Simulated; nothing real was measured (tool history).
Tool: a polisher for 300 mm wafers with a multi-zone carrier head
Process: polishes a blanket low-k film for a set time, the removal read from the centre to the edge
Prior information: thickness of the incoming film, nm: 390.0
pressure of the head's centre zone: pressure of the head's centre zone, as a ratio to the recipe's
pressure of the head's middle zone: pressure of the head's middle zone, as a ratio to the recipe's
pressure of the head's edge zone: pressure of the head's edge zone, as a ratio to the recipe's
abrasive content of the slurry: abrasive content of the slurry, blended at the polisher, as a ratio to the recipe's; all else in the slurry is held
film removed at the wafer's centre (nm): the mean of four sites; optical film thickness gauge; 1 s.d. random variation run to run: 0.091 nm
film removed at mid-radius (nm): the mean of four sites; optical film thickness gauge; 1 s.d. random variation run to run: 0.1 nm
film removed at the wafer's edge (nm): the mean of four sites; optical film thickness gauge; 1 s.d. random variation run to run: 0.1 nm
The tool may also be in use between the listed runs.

run  hour  flow of slurry (ml/min)  pressure of the head's centre zone  pressure of the head's middle zone  pressure of the head's edge zone  abrasive content of the slurry  polishing time (s)  film removed at the wafer's centre (nm)  film removed at mid-radius (nm)  film removed at the wafer's edge (nm)
  1     0                      215                                   1                                   1                                 1                               1                  58                                   27.783                           27.682                                 27.123
  2   3.5                      215                                   1                                   1                              1.03                               1                  58                                   27.643                            27.26                                 27.504
  3  12.5                      215                                   1                                   1                              1.03                               1                  68                                   32.624                           32.723                                 32.213
  4  19.7                      210                                0.98                                   1                              1.02                            0.95                  65                                   29.586                           30.159                                 29.962
  5  26.8                      210                                0.98                                   1                              1.02                            0.95                  57                                   25.756                           26.418                                  26.29
  6  35.4                      205                                0.96                                0.99                                 1                             0.9                  55                                    24.29                           24.508                                 24.666
  7  36.8                      200                                0.94                                0.99                                 1                            0.85                  53                                   22.045                            23.06                                 22.751
     38.5  -- edge zone pressure recalibrated
  8  38.5                      195                                0.93                                0.99                                 1                             0.8                  51                                   19.962                            21.54                                 22.409
  9  43.9                      195                                0.92                                0.99                              0.98                            0.75                  49                                   18.899                           20.236                                 21.136
 10  48.4                      150                                0.82                                1.02                              0.88                             0.5                  33                                   8.7958                           10.999                                 10.764
 11  50.3                      165                                0.83                                1.02                               0.9                             0.5                  33                                    9.315                           11.184                                 10.974
 12    58                      170                                0.83                                1.03                              0.93                             0.5                  33                                    9.378                            11.43                                 11.183
 13  62.2                      180                                0.83                                1.03                              0.95                             0.5                  33                                   9.3844                           11.514                                 11.634
 14  66.9                      190                                0.84                                1.04                              0.96                             0.5                  33                                   9.5306                           11.747                                 11.726
 15  68.7                      200                                0.85                                1.04                              0.97                             0.5                  33                                   9.7774                           11.746                                 11.653
 16  75.3                      200                                0.85                                1.04                              0.97                             0.5                  33                                   9.7937                           11.948                                 11.779
 17  81.1                      210                                0.86                                1.04                              0.99                             0.5                  33                                   9.9727                           12.044                                 12.043

Expected results for the next run?
 18  88.4                      215                                0.87                                1.04                              1.01                             0.5                  33                                        ?                                ?                                      ?

film removed at the wafer's centre (nm): 10.128
film removed at mid-radius (nm): 12.112
film removed at the wafer's edge (nm): 11.952
